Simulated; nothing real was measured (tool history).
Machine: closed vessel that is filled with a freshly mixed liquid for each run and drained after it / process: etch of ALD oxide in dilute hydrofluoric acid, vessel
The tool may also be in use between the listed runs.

run,hour,temperature setpoint of the liquid (°C),parts of water to one part of 49 % hydrofluoric acid (parts by volume),time in the liquid (s),thickness taken off the ALD oxide on a monitor wafer (angstrom)
1,0.0,26.0,235,30,32.042
2,7.0,26.0,235,30,31.977
3,12.0,26.0,235,30,32.226
4,13.1,28.0,185,30,46.204
5,18.2,29.5,185,30,49.513
6,23.3,30.5,150,30,65.334

The next listed run, before its measurement:
7,24.3,31.5,130,30,?

Logged for run 7: thickness taken off the ALD oxide on a monitor wafer (angstrom) 80.105.

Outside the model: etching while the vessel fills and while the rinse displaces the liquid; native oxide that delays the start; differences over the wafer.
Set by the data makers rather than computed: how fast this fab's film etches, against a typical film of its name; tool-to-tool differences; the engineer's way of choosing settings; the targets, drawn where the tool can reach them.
